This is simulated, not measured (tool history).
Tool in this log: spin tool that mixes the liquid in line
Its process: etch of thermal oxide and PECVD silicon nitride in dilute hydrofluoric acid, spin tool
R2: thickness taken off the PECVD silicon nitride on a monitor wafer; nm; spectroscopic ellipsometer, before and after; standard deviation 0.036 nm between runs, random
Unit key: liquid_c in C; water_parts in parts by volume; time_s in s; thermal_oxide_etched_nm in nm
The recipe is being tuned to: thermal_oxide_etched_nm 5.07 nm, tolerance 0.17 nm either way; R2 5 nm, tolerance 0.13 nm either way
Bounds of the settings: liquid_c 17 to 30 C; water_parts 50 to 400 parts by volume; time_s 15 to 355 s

run 1 hour=0 | liquid_c=22 water_parts=225 time_s=180 | thermal_oxide_etched_nm=3.1371 R2=3.681
run 2 hour=8.8 | liquid_c=20.5 water_parts=225 time_s=180 | thermal_oxide_etched_nm=3.0444 R2=3.3274
run 3 hour=12.7 | liquid_c=23 water_parts=225 time_s=180 | thermal_oxide_etched_nm=3.3145 R2=3.9016
run 4 hour=17.3 | liquid_c=23 water_parts=225 time_s=230 | thermal_oxide_etched_nm=4.2257 R2=5.0149
run 5 hour=26.1 | liquid_c=25 water_parts=225 time_s=230 | thermal_oxide_etched_nm=4.4717 R2=5.7141
run 6 hour=30.6 | liquid_c=24 water_parts=215 time_s=225 | thermal_oxide_etched_nm=4.4247 R2=5.4097
run 7 hour=38.3 | liquid_c=23 water_parts=205 time_s=220 | thermal_oxide_etched_nm=4.4707 R2=5.2301
run 8 hour=45.6 | liquid_c=22.5 water_parts=195 time_s=220 | thermal_oxide_etched_nm=4.6578 R2=5.4105
run 9 hour=53.8 | liquid_c=21.5 water_parts=185 time_s=220 | thermal_oxide_etched_nm=4.8632 R2=5.3474

4 candidate next runs follow, results not yet known. Just one meets every target within its allowed miss. Identify it.
run A hour=62 | liquid_c=21 water_parts=160 time_s=185 | thermal_oxide_etched_nm=? R2=?
run B hour=62 | liquid_c=20 water_parts=210 time_s=285 | thermal_oxide_etched_nm=? R2=?
run C hour=62 | liquid_c=19.5 water_parts=135 time_s=175 | thermal_oxide_etched_nm=? R2=?
run D hour=62 | liquid_c=17 water_parts=110 time_s=170 | thermal_oxide_etched_nm=? R2=?

move=A thermal_oxide_etched_nm=4.6641 R2=5.0036
move=B thermal_oxide_etched_nm=5.0069 R2=5.5381
move=C thermal_oxide_etched_nm=5.0574 R2=5.054
move=D thermal_oxide_etched_nm=5.5828 R2=5.0461
A: the furthest-off result lands on target, but another misses its tolerance
B: lands further from the targets than the last run did
C: meets every target
D: the furthest-off result lands on target, but another misses its tolerance
Correct choice: C, which meets every target

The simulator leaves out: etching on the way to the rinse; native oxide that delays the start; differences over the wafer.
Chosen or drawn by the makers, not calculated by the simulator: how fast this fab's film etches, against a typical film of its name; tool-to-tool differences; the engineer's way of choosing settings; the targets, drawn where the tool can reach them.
